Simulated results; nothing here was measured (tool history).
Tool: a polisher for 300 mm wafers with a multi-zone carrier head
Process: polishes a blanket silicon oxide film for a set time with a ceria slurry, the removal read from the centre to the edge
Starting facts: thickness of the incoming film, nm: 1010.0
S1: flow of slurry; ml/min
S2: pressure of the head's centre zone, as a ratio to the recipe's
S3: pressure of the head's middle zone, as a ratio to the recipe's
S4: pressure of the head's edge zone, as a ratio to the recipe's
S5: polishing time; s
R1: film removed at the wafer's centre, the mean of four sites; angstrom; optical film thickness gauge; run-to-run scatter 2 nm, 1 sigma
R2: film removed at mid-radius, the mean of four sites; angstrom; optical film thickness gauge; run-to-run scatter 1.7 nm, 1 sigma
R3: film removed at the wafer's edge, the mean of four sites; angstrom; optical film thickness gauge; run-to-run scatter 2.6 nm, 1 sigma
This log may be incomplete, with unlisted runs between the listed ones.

Run 1, hour 0: S1 210 ml/min, S2 1, S3 1, S4 1, S5 87 s. Result: R1 2417.4 angstrom, R2 2372.4 angstrom, R3 2497.6 angstrom.
Run 2, hour 1.5: S1 210 ml/min, S2 1, S3 1, S4 1, S5 98 s. Result: R1 2739.3 angstrom, R2 2677 angstrom, R3 2766.3 angstrom.
Run 3, hour 3.1: S1 195 ml/min, S2 0.95, S3 0.99, S4 0.95, S5 95 s. Result: R1 2499.9 angstrom, R2 2544.7 angstrom, R3 2617.1 angstrom.
Run 4, hour 10.8: S1 195 ml/min, S2 1.01, S3 0.99, S4 0.95, S5 95 s. Result: R1 2596.7 angstrom, R2 2522.1 angstrom, R3 2589.5 angstrom.
Run 5, hour 12.5: S1 180 ml/min, S2 0.95, S3 0.99, S4 0.91, S5 93 s. Result: R1 2406.3 angstrom, R2 2463.2 angstrom, R3 2409 angstrom.
Run 6, hour 18.8: S1 170 ml/min, S2 0.9, S3 0.98, S4 0.91, S5 92 s. Result: R1 2215.5 angstrom, R2 2340.3 angstrom, R3 2462.2 angstrom.
Run 7, hour 27.5: S1 160 ml/min, S2 0.89, S3 0.99, S4 0.89, S5 91 s. Result: R1 2171.2 angstrom, R2 2310.8 angstrom, R3 2379.8 angstrom.

For run 8, what comes out?
Run 8, hour 35.8: S1 155 ml/min, S2 0.88, S3 1, S4 0.88, S5 91 s. Result: R1 ?, R2 ?, R3 ?.

Logged for run 8: R1 2144.2 angstrom, R2 2352.4 angstrom, R3 2393.7 angstrom.
